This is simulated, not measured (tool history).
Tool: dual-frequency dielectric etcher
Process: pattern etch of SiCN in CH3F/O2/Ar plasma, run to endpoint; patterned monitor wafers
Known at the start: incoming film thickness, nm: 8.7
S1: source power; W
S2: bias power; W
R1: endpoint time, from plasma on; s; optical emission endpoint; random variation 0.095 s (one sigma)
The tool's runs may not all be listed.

run 1 hour=0.0 | S1=350 S2=103 | R1=23.904
run 2 hour=4.1 | S1=350 S2=114 | R1=22.400
run 3 hour=12.5 | S1=360 S2=115 | R1=22.151
run 4 hour=14.8 | S1=330 S2=115 | R1=22.782
run 5 hour=19.6 | S1=360 S2=115 | R1=22.011
-- hour=24.8 bias power generator calibrated
run 6 hour=24.8 | S1=300 S2=115 | R1=23.087
run 7 hour=25.6 | S1=310 S2=117 | R1=22.674

Forecast run 8:
run 8 hour=30.7 | S1=310 S2=117 | R1=?

Run 8 gave R1 22.710 s.

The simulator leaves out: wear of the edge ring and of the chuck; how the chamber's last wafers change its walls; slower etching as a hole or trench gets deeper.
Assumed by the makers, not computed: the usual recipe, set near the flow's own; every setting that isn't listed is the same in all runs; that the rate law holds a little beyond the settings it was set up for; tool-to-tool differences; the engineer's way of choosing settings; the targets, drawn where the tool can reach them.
